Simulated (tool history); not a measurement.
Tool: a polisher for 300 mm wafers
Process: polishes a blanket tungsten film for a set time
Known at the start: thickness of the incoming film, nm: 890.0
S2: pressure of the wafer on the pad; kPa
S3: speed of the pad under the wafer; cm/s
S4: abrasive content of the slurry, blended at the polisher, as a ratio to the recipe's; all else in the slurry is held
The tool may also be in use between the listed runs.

Run 1, hour 0: flow of slurry (ml/min) 265, S2 15.9 kPa, S3 130 cm/s, S4 1, polishing time (s) 60. Result: film removed (nm) 195.04.
Run 2, hour 3.9: flow of slurry (ml/min) 265, S2 16.5 kPa, S3 130 cm/s, S4 1, polishing time (s) 60. Result: film removed (nm) 202.87.
Run 3, hour 6.4: flow of slurry (ml/min) 265, S2 17.2 kPa, S3 130 cm/s, S4 1, polishing time (s) 60. Result: film removed (nm) 210.5.
Run 4, hour 9.4: flow of slurry (ml/min) 265, S2 17.2 kPa, S3 130 cm/s, S4 1, polishing time (s) 60. Result: film removed (nm) 210.04.
Run 5, hour 12.3: flow of slurry (ml/min) 265, S2 17.2 kPa, S3 130 cm/s, S4 1.15, polishing time (s) 60. Result: film removed (nm) 219.11.
Run 6, hour 16.1: flow of slurry (ml/min) 265, S2 17.9 kPa, S3 130 cm/s, S4 1.15, polishing time (s) 60. Result: film removed (nm) 227.15.
Run 7, hour 21: flow of slurry (ml/min) 265, S2 18.6 kPa, S3 130 cm/s, S4 1.15, polishing time (s) 60. Result: film removed (nm) 233.95.

Forecast run 8:
Run 8, hour 23.5: flow of slurry (ml/min) 265, S2 19.3 kPa, S3 130 cm/s, S4 1.15, polishing time (s) 60. Result: film removed (nm) ?.

film removed (nm): 241.49

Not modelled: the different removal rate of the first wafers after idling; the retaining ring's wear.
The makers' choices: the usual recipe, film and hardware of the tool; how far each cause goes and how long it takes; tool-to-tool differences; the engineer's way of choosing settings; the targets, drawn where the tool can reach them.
